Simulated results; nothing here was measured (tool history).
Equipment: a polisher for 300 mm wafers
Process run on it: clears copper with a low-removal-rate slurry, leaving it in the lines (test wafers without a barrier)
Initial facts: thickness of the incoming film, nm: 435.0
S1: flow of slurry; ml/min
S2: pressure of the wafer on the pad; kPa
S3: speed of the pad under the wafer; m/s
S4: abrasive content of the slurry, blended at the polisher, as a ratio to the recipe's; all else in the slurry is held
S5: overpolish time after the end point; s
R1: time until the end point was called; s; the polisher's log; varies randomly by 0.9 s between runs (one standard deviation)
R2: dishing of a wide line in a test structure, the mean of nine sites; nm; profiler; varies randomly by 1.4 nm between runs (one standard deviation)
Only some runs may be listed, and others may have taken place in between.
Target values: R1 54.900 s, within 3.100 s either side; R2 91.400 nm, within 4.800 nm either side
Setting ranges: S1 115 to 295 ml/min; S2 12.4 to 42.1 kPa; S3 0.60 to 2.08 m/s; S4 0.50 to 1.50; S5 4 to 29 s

run	hour	S1	S2	S3	S4	S5	R1	R2
1	0.0	190	26.9	1.34	1.00	15	86.290	48.930
2	0.7	190	26.9	1.66	1.00	15	74.187	53.260
3	2.3	190	28.3	1.66	1.00	16	71.049	59.862
4	10.4	190	28.3	1.66	1.00	20	71.521	70.901
5	16.7	190	24.1	1.66	1.00	20	81.691	60.781
6	19.1	190	26.2	1.68	1.00	20	76.853	68.068
7	26.5	190	28.3	1.70	1.00	20	68.195	69.085
8	30.3	195	32.4	1.78	1.00	24	59.724	85.537

Below are 4 possible settings for the next run. Only one of them brings all results inside the allowed miss of their targets. Which is it?
A	34.1	230	31.7	1.96	1.05	25	?	?
B	34.1	220	31.0	1.70	0.95	24	?	?
C	34.1	210	37.2	1.92	1.10	28	?	?
D	34.1	230	42.1	1.76	0.80	20	?	?

move	R1	R2
A	53.336	90.630
B	61.489	82.113
C	46.254	103.650
D	46.002	89.681
A: meets every target
B: misses by more than the last run did
C: the result that was furthest off in the last run now lies on the other side of its target
D: the result that was furthest off in the last run now lies on the other side of its target
Move A is the one to make.
